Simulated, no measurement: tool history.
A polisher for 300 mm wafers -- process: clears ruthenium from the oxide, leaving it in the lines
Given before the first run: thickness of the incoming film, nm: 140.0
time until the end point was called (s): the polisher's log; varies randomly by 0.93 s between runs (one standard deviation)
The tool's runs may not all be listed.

run	hour	flow of slurry (ml/min)	pressure of the wafer on the pad (kPa)	speed of the pad under the wafer (m/s)	overpolish time after the end point (s)	time until the end point was called (s)
1	0	250	16.5	0.84	10	157.29
2	4	250	17.9	0.86	10	145.2
3	11.9	250	17.9	1.04	10	120.84
4	14.1	250	17.9	0.9	10	138.24
5	19.5	250	17.9	1.04	10	119.62
6	21.2	210	17.9	1.04	10	127.11
7	28.7	230	18.6	1.04	10	115.14
8	30.1	240	19.3	1.04	10	113.2
9	37.1	250	20	1.04	10	110.06
10	41.4	250	20	1.04	10	111.42
11	46.3	255	21.4	1.06	10	99.451
12	53.5	260	22.1	1.06	10	98.598
13	55.4	260	22.8	1.06	10	94.049

Run 14 is up next; what results do you expect?
14	59.7	260	23.4	1.06	10	?

Run 14 produced time until the end point was called (s) 90.72.

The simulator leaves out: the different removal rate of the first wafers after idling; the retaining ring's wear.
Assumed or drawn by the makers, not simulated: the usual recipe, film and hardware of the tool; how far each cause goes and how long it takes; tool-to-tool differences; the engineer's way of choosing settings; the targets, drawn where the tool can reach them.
